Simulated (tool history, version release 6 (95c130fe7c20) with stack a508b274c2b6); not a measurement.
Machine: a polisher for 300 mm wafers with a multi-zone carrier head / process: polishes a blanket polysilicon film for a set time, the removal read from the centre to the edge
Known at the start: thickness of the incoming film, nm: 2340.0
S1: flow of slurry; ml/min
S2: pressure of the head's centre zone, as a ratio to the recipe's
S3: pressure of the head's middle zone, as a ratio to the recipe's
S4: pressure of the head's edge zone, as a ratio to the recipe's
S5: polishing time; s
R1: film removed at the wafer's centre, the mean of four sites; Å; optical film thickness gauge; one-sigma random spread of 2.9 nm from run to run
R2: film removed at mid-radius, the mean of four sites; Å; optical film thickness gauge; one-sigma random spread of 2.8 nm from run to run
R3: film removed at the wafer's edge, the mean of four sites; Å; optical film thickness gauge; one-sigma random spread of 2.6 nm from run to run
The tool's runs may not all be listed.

run 1 hour=0.0 | S1=190 S2=1.00 S3=1.00 S4=1.00 S5=61 | R1=3332.1 R2=3412.4 R3=3405.9
run 2 hour=3.7 | S1=185 S2=0.96 S3=0.98 S4=0.98 S5=55 | R1=2866.0 R2=3027.8 R3=2986.8
run 3 hour=11.3 | S1=185 S2=0.96 S3=0.98 S4=0.90 S5=55 | R1=2933.0 R2=2974.1 R3=2903.4
run 4 hour=14.9 | S1=175 S2=0.92 S3=0.96 S4=0.90 S5=52 | R1=2712.8 R2=2773.1 R3=2797.6
run 5 hour=19.9 | S1=175 S2=0.89 S3=0.97 S4=0.91 S5=48 | R1=2332.1 R2=2564.8 R3=2513.0
run 6 hour=26.7 | S1=175 S2=0.89 S3=0.97 S4=0.91 S5=61 | R1=3003.7 R2=3234.9 R3=3271.3
run 7 hour=35.4 | S1=170 S2=0.87 S3=0.96 S4=0.91 S5=56 | R1=2669.1 R2=2940.1 R3=2916.7

Run 8 has not been measured yet. What should we expect?
run 8 hour=36.6 | S1=135 S2=0.81 S3=0.88 S4=0.91 S5=44 | R1=? R2=? R3=?

R1: 1840.6 Å
R2: 2084.5 Å
R3: 2229.2 Å

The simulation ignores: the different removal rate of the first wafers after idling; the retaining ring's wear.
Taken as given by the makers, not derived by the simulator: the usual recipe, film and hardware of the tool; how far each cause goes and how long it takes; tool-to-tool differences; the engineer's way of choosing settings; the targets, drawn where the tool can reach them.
